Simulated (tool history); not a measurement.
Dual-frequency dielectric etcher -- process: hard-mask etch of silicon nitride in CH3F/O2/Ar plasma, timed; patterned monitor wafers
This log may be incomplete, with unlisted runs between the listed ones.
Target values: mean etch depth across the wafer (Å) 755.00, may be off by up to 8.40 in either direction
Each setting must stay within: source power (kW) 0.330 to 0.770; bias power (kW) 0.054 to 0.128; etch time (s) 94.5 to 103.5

run  hour  source power (kW)  bias power (kW)  etch time (s)  mean etch depth across the wafer (Å)
  1   0.0              0.550            0.091          103.5                                937.08
  2   4.1              0.500            0.086          103.5                                864.52
  3  13.1              0.460            0.086          103.5                                829.17
  4  15.5              0.440            0.086          103.5                                809.78
  5  22.1              0.510            0.086          103.5                                866.43
  6  31.0              0.470            0.086          103.5                                839.86
  7  38.0              0.440            0.086          103.5                                812.26
  8  39.6              0.420            0.086          103.5                                792.75
  9  41.0              0.410            0.086          103.5                                786.67

Below are 4 possible settings for the next run. Only one of them brings all results inside the allowed miss of their targets. Which is it?
  A  42.4              0.400            0.087           97.5                                     ?
  B  42.4              0.450            0.085           95.5                                     ?
  C  42.4              0.490            0.084           95.5                                     ?
  D  42.4              0.440            0.089           97.0                                     ?

move  mean etch depth across the wafer (Å)
   A                                737.09
   B                                753.73
   C                                779.16
   D                                778.00
A: takes the result that was furthest off past its target
B: meets every target
C: gains on the last run, yet a result remains outside its allowed miss
D: gains on the last run, yet a result remains outside its allowed miss
B meets every target.

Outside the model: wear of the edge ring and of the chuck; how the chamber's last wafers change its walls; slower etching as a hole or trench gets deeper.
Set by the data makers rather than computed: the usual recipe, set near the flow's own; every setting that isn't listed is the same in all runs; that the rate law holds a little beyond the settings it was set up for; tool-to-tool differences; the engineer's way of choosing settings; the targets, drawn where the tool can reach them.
